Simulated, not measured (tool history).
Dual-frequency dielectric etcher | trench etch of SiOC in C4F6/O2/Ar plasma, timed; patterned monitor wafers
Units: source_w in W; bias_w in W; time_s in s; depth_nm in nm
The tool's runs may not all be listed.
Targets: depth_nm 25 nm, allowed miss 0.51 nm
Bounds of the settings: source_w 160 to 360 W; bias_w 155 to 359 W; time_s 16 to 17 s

| run | hour | source_w | bias_w | time_s | depth_nm |
|---|---|---|---|---|---|
| 1 | 0 | 260 | 257 | 17 | 29.225 |
| 2 | 7.6 | 250 | 253 | 17 | 28.723 |
| 3 | 10.9 | 250 | 286 | 17 | 29.716 |
| 4 | 14.8 | 250 | 305 | 17 | 30.316 |
| 5 | 19.2 | 250 | 305 | 17 | 30.358 |
| 6 | 25.7 | 220 | 305 | 17 | 29.149 |
| 7 | 27.1 | 210 | 297 | 17 | 28.784 |
| 8 | 35 | 210 | 288 | 17 | 28.407 |
| 9 | 41.9 | 210 | 281 | 17 | 28.312 |
| 10 | 43 | 210 | 273 | 17 | 27.904 |
| 11 | 51.1 | 210 | 267 | 17 | 28.004 |
| 12 | 56.2 | 210 | 260 | 17 | 27.684 |

Which of these 5 next moves meets every target?
| A | 61.3 | 200 | 264 | 17 | ? |
| B | 61.3 | 190 | 252 | 16 | ? |
| C | 61.3 | 200 | 260 | 16.5 | ? |
| D | 61.3 | 220 | 358 | 16 | ? |
| E | 61.3 | 200 | 252 | 16.5 | ? |

| move | depth_nm |
|---|---|
| A | 27.223 |
| B | 24.926 |
| C | 26.312 |
| D | 28.763 |
| E | 26.089 |
A: nearer than the last run, and not there yet
B: meets every target
C: nearer than the last run, and not there yet
D: further off than the last run
E: nearer than the last run, and not there yet
The right move is B.

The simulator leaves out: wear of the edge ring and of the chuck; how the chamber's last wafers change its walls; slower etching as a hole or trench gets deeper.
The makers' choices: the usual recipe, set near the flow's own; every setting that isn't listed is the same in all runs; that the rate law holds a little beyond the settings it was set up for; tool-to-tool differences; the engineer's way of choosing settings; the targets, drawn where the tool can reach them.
